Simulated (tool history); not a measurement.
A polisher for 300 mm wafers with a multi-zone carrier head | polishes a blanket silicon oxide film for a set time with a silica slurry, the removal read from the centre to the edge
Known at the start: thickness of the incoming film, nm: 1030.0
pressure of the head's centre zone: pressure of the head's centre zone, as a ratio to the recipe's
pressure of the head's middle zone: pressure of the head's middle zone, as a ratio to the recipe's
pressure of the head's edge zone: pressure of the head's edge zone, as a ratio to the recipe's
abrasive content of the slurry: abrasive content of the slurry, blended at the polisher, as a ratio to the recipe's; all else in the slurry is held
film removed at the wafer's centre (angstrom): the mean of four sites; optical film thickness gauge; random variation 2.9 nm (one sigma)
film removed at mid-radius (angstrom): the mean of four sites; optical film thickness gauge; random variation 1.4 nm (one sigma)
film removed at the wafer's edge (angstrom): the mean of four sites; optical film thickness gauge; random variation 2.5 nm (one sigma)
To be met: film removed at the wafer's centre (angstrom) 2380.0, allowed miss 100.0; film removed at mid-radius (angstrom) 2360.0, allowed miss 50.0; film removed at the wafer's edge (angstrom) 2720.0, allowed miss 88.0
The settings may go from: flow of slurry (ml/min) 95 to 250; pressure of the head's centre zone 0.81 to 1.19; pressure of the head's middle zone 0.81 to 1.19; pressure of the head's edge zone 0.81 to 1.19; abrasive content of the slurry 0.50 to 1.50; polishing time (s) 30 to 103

run  hour  flow of slurry (ml/min)  pressure of the head's centre zone  pressure of the head's middle zone  pressure of the head's edge zone  abrasive content of the slurry  polishing time (s)  film removed at the wafer's centre (angstrom)  film removed at mid-radius (angstrom)  film removed at the wafer's edge (angstrom)
  1   0.0                      160                                1.00                                1.00                              1.00                            1.00                  66                                         2907.5                                 2848.7                                       2706.9
  2   8.6                      160                                1.00                                1.00                              1.00                            0.80                  66                                         2762.8                                 2613.3                                       2513.6
  3  13.5                      155                                0.99                                0.99                              1.02                            0.80                  66                                         2681.2                                 2598.4                                       2573.1
  4  17.4                      150                                0.98                                0.98                              1.03                            0.80                  66                                         2725.3                                 2602.5                                       2541.6
  5  20.7                      150                                0.90                                0.98                              1.03                            0.80                  66                                         2490.9                                 2593.1                                       2523.9
  6  24.7                      120                                0.90                                0.98                              1.03                            0.80                  66                                         2476.2                                 2504.8                                       2487.1
  7  32.7                      115                                0.89                                0.97                              1.05                            0.80                  66                                         2394.6                                 2457.0                                       2495.3
  8  36.2                      115                                0.89                                0.97                              1.05                            0.80                  66                                         2383.5                                 2482.2                                       2495.0
  9  38.7                      110                                0.89                                0.96                              1.07                            0.80                  66                                         2369.1                                 2422.3                                       2484.1
 10  46.2                      110                                0.89                                0.95                              1.08                            0.80                  66                                         2393.7                                 2414.5                                       2525.4
 11  54.7                      110                                0.89                                0.94                              1.09                            0.80                  66                                         2419.1                                 2388.9                                       2505.5
 12  61.5                      110                                0.88                                0.93                              1.10                            0.80                  66                                         2367.8                                 2380.8                                       2548.1

Which of these 4 next moves meets every target?
  A  68.3                      160                                0.87                                0.88                              1.19                            0.60                  71                                              ?                                      ?                                            ?
  B  68.3                      120                                1.00                                1.04                              0.99                            0.90                  59                                              ?                                      ?                                            ?
  C  68.3                      130                                0.92                                1.05                              1.05                            0.95                  57                                              ?                                      ?                                            ?
  D  68.3                      100                                0.81                                0.82                              1.18                            0.90                  71                                              ?                                      ?                                            ?

move  film removed at the wafer's centre (angstrom)  film removed at mid-radius (angstrom)  film removed at the wafer's edge (angstrom)
   A                                         2411.1                                 2355.4                                       2739.3
   B                                         2464.0                                 2416.6                                       2311.4
   C                                         2295.8                                 2424.0                                       2360.8
   D                                         2413.3                                 2409.2                                       2983.3
A: meets every target
B: further off than the last run
C: further off than the last run
D: takes the result that was furthest off past its target
Answer: A
